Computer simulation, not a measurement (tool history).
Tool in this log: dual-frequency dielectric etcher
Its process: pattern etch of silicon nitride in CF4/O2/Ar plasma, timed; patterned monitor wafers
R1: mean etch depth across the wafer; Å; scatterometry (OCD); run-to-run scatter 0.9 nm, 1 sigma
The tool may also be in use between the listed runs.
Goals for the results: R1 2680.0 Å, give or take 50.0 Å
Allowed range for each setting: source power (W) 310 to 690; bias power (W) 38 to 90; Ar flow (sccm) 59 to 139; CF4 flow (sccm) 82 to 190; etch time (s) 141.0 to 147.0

Run 1, hour 0.0: source power (W) 500, bias power (W) 64, Ar flow (sccm) 99, CF4 flow (sccm) 136, etch time (s) 141.0. Result: R1 3203.8 Å.
Run 2, hour 7.6: source power (W) 500, bias power (W) 64, Ar flow (sccm) 99, CF4 flow (sccm) 136, etch time (s) 147.0. Result: R1 3322.8 Å.
Run 3, hour 10.1: source power (W) 500, bias power (W) 57, Ar flow (sccm) 99, CF4 flow (sccm) 136, etch time (s) 147.0. Result: R1 3197.1 Å.
Run 4, hour 15.5: source power (W) 480, bias power (W) 57, Ar flow (sccm) 99, CF4 flow (sccm) 136, etch time (s) 147.0. Result: R1 3125.3 Å.
Run 5, hour 24.1: source power (W) 480, bias power (W) 57, Ar flow (sccm) 99, CF4 flow (sccm) 136, etch time (s) 141.0. Result: R1 2996.3 Å.
Run 6, hour 29.2: source power (W) 480, bias power (W) 51, Ar flow (sccm) 99, CF4 flow (sccm) 136, etch time (s) 141.0. Result: R1 2875.6 Å.
Run 7, hour 37.8: source power (W) 470, bias power (W) 51, Ar flow (sccm) 99, CF4 flow (sccm) 136, etch time (s) 141.0. Result: R1 2868.1 Å.
Run 8, hour 39.9: source power (W) 460, bias power (W) 51, Ar flow (sccm) 99, CF4 flow (sccm) 136, etch time (s) 141.0. Result: R1 2816.3 Å.
Run 9, hour 47.6: source power (W) 450, bias power (W) 51, Ar flow (sccm) 99, CF4 flow (sccm) 136, etch time (s) 141.0. Result: R1 2788.7 Å.
Run 10, hour 48.8: source power (W) 450, bias power (W) 51, Ar flow (sccm) 99, CF4 flow (sccm) 136, etch time (s) 141.0. Result: R1 2793.3 Å.
Run 11, hour 53.8: source power (W) 440, bias power (W) 51, Ar flow (sccm) 99, CF4 flow (sccm) 136, etch time (s) 141.0. Result: R1 2751.7 Å.

Exercise: of the 4 proposed moves below, exactly one satisfies all targets within the stated allowed misses. Which move is it?
Run A, hour 58.8: source power (W) 470, bias power (W) 45, Ar flow (sccm) 88, CF4 flow (sccm) 130, etch time (s) 143.0. Result: R1 ?.
Run B, hour 58.8: source power (W) 500, bias power (W) 38, Ar flow (sccm) 79, CF4 flow (sccm) 162, etch time (s) 146.0. Result: R1 ?.
Run C, hour 58.8: source power (W) 360, bias power (W) 63, Ar flow (sccm) 117, CF4 flow (sccm) 151, etch time (s) 142.0. Result: R1 ?.
Run D, hour 58.8: source power (W) 450, bias power (W) 39, Ar flow (sccm) 113, CF4 flow (sccm) 138, etch time (s) 143.5. Result: R1 ?.

move      R1
   A  2802.8
   B  2893.6
   C  2690.0
   D  2564.7
A: lands further from the targets than the last run did
B: lands further from the targets than the last run did
C: hits every target within its allowed miss
D: pushes the last run's worst result past its target
C meets every target.
